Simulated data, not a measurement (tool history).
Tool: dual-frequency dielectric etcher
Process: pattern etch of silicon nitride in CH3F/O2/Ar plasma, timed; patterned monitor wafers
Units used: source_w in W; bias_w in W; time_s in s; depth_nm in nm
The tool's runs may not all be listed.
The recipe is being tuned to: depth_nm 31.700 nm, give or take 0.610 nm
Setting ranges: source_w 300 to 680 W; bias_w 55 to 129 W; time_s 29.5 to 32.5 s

| run | day | source_w | bias_w | time_s | depth_nm |
|---|---|---|---|---|---|
| 1 | 0.000 | 490 | 92 | 32.5 | 26.626 |
| 2 | 0.208 | 550 | 96 | 32.5 | 28.646 |
| 3 | 0.279 | 550 | 110 | 32.5 | 29.739 |
| 4 | 0.358 | 570 | 111 | 32.5 | 30.165 |
| 5 | 0.654 | 510 | 111 | 32.5 | 28.975 |
| 6 | 1.012 | 480 | 111 | 32.5 | 27.770 |
| 7 | 1.083 | 580 | 114 | 32.5 | 30.768 |
| 8 | 1.333 | 590 | 114 | 32.5 | 31.088 |

Which of these 5 next moves meets every target?
| A | 1.583 | 590 | 112 | 32.5 | ? |
| B | 1.583 | 590 | 122 | 32.5 | ? |
| C | 1.583 | 540 | 120 | 32.0 | ? |
| D | 1.583 | 550 | 129 | 31.0 | ? |
| E | 1.583 | 620 | 103 | 32.5 | ? |

| move | depth_nm |
|---|---|
| A | 30.690 |
| B | 31.526 |
| C | 29.780 |
| D | 29.752 |
| E | 30.527 |
A: lands further from the targets than the last run did
B: all results in spec
C: lands further from the targets than the last run did
D: lands further from the targets than the last run did
E: lands further from the targets than the last run did
Move B is the one to make.
